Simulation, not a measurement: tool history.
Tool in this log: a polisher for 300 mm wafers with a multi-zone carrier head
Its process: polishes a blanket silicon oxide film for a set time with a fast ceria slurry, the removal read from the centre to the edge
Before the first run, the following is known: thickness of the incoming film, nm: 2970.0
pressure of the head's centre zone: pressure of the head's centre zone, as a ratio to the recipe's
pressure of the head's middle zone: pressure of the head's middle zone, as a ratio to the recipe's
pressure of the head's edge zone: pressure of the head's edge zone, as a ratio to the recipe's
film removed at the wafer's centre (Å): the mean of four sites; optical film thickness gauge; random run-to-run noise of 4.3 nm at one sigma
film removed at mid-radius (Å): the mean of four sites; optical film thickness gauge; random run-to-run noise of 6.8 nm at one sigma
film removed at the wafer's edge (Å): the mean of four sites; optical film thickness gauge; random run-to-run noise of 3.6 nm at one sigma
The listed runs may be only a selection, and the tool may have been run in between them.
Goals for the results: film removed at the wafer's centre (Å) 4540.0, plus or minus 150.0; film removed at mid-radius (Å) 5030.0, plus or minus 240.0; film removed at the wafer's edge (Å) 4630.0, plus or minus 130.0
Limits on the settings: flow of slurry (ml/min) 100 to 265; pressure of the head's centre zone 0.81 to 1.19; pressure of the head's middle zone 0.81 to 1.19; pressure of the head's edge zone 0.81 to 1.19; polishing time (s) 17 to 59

run,hour,flow of slurry (ml/min),pressure of the head's centre zone,pressure of the head's middle zone,pressure of the head's edge zone,polishing time (s),film removed at the wafer's centre (Å),film removed at mid-radius (Å),film removed at the wafer's edge (Å)
1,0.0,170,1.00,1.00,1.00,38,5433.0,5357.6,5427.3
2,2.0,170,1.00,1.00,0.94,38,5418.4,5551.9,5324.3
3,7.7,170,1.00,1.08,0.94,38,5462.3,5891.1,5433.8
4,8.8,170,1.00,1.08,0.94,44,6243.2,6644.0,6288.5
5,11.0,125,1.00,1.08,0.94,44,6051.5,6332.5,6045.0
6,14.2,125,0.99,1.07,0.93,43,5811.5,6282.4,5890.0
7,17.7,125,0.98,1.06,0.92,42,5662.0,6049.5,5678.7
8,22.6,125,0.97,1.05,0.91,41,5480.6,5781.8,5497.9
9,27.7,125,0.96,1.05,0.90,40,5220.5,5735.7,5357.6
10,28.8,125,0.96,1.04,0.89,39,5085.2,5345.3,5175.9
11,30.9,125,0.96,1.05,0.88,38,5090.5,5411.8,5024.0
12,33.3,125,0.95,1.05,0.87,38,4878.1,5323.0,5046.5
13,38.4,125,0.95,1.05,0.86,38,4947.3,5355.5,5011.5
14,41.5,125,0.95,1.05,0.85,38,4882.1,5213.5,5010.3
15,48.6,120,0.95,1.06,0.85,38,4888.6,5331.0,4921.0
16,56.8,115,0.93,1.06,0.83,37,4608.6,5114.9,4782.4

4 next moves are on the table. One of them brings every result within its allowed miss. Which?
A,65.0,110,0.92,0.96,0.83,39,?,?,?
B,65.0,100,0.94,1.06,0.81,37,?,?,?
C,65.0,115,0.88,1.06,0.81,38,?,?,?
D,65.0,155,1.00,1.07,0.87,34,?,?,?

move,film removed at the wafer's centre (Å),film removed at mid-radius (Å),film removed at the wafer's edge (Å)
A,4716.3,4972.4,4983.4
B,4493.8,5048.2,4631.9
C,4433.1,5307.6,4834.7
D,4747.8,5004.6,4575.4
A: its largest miss is bigger than the last run's
B: all results land within tolerance of their targets
C: its largest miss is bigger than the last run's
D: meets the target for the result that was furthest off, but another lies outside its allowed miss
The right move is B.
